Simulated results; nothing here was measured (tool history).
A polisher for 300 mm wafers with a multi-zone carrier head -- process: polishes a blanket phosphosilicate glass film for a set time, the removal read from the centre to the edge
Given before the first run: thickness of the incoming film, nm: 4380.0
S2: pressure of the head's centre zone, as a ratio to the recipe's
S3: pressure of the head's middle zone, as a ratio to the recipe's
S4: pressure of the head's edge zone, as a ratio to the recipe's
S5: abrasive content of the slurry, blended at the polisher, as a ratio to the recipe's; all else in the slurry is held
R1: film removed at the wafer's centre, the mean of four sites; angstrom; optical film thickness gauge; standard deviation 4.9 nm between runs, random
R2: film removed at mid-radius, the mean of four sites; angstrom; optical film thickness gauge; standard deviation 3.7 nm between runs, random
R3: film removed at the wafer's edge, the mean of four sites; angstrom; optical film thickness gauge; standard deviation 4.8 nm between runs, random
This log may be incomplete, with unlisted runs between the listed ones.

Run 1, hour 0: flow of slurry (ml/min) 205, S2 1, S3 1, S4 1, S5 1, polishing time (s) 63. Result: R1 5383.3 angstrom, R2 5216.4 angstrom, R3 5354.3 angstrom.
Run 2, hour 5.9: flow of slurry (ml/min) 205, S2 1, S3 0.99, S4 0.98, S5 0.9, polishing time (s) 62. Result: R1 4697.5 angstrom, R2 4758.1 angstrom, R3 4695.3 angstrom.
Run 3, hour 10.7: flow of slurry (ml/min) 205, S2 1.05, S3 0.99, S4 0.98, S5 0.9, polishing time (s) 62. Result: R1 4903 angstrom, R2 4774.7 angstrom, R3 4857.4 angstrom.
Run 4, hour 13.4: flow of slurry (ml/min) 205, S2 1.05, S3 0.99, S4 0.98, S5 0.9, polishing time (s) 76. Result: R1 5919.7 angstrom, R2 5690.4 angstrom, R3 5923.7 angstrom.
Run 5, hour 17.6: flow of slurry (ml/min) 205, S2 1.05, S3 0.99, S4 1.05, S5 0.9, polishing time (s) 76. Result: R1 6120 angstrom, R2 5846 angstrom, R3 6144.7 angstrom.
Run 6, hour 20.7: flow of slurry (ml/min) 205, S2 1.05, S3 0.99, S4 1.05, S5 0.7, polishing time (s) 76. Result: R1 4755.8 angstrom, R2 4546.2 angstrom, R3 4683.2 angstrom.
Run 7, hour 21.7: flow of slurry (ml/min) 210, S2 1.05, S3 0.99, S4 1.05, S5 0.65, polishing time (s) 75. Result: R1 4339.3 angstrom, R2 4152.4 angstrom, R3 4372.1 angstrom.
Run 8, hour 28.9: flow of slurry (ml/min) 205, S2 1.06, S3 0.98, S4 0.95, S5 0.5, polishing time (s) 71. Result: R1 2556 angstrom, R2 2466.4 angstrom, R3 2520.5 angstrom.
Run 9, hour 37.1: flow of slurry (ml/min) 210, S2 1.07, S3 0.99, S4 0.97, S5 0.5, polishing time (s) 71. Result: R1 2653.5 angstrom, R2 2522.1 angstrom, R3 2589.1 angstrom.
Run 10, hour 41.8: flow of slurry (ml/min) 210, S2 1.08, S3 1, S4 0.99, S5 0.5, polishing time (s) 71. Result: R1 2604.6 angstrom, R2 2473.7 angstrom, R3 2546.4 angstrom.
Run 11, hour 43.8: flow of slurry (ml/min) 225, S2 1.07, S3 0.99, S4 1, S5 0.5, polishing time (s) 71. Result: R1 2675.6 angstrom, R2 2491.6 angstrom, R3 2543.6 angstrom.
At hour 49.2: slurry nozzle cleaned.
Run 12, hour 49.2: flow of slurry (ml/min) 225, S2 1.07, S3 1, S4 1.03, S5 0.5, polishing time (s) 71. Result: R1 2748.9 angstrom, R2 2652.6 angstrom, R3 2690.8 angstrom.
Run 13, hour 51.1: flow of slurry (ml/min) 225, S2 1.07, S3 1, S4 1.03, S5 0.5, polishing time (s) 71. Result: R1 2873.1 angstrom, R2 2643.1 angstrom, R3 2674.5 angstrom.
Run 14, hour 52.7: flow of slurry (ml/min) 225, S2 1.05, S3 1, S4 1.05, S5 0.5, polishing time (s) 71. Result: R1 2746.9 angstrom, R2 2667.2 angstrom, R3 2705.7 angstrom.
Run 15, hour 59.5: flow of slurry (ml/min) 215, S2 1.07, S3 1.01, S4 1.07, S5 0.5, polishing time (s) 71. Result: R1 2783 angstrom, R2 2687.8 angstrom, R3 2779.2 angstrom.
Run 16, hour 66.6: flow of slurry (ml/min) 230, S2 1.04, S3 0.99, S4 1.07, S5 0.5, polishing time (s) 71. Result: R1 2734.9 angstrom, R2 2638.4 angstrom, R3 2741 angstrom.
Run 17, hour 75.4: flow of slurry (ml/min) 220, S2 1.06, S3 1.01, S4 1.08, S5 0.5, polishing time (s) 71. Result: R1 2776.9 angstrom, R2 2671.3 angstrom, R3 2684.9 angstrom.
Run 18, hour 81.8: flow of slurry (ml/min) 225, S2 1.06, S3 1.01, S4 1.09, S5 0.5, polishing time (s) 71. Result: R1 2836.3 angstrom, R2 2686.1 angstrom, R3 2791.2 angstrom.

Expected results for the next run?
Run 19, hour 90.5: flow of slurry (ml/min) 230, S2 1.06, S3 1.02, S4 1.1, S5 0.5, polishing time (s) 71. Result: R1 ?, R2 ?, R3 ?.

R1: 2777.5 angstrom
R2: 2750.6 angstrom
R3: 2735.9 angstrom

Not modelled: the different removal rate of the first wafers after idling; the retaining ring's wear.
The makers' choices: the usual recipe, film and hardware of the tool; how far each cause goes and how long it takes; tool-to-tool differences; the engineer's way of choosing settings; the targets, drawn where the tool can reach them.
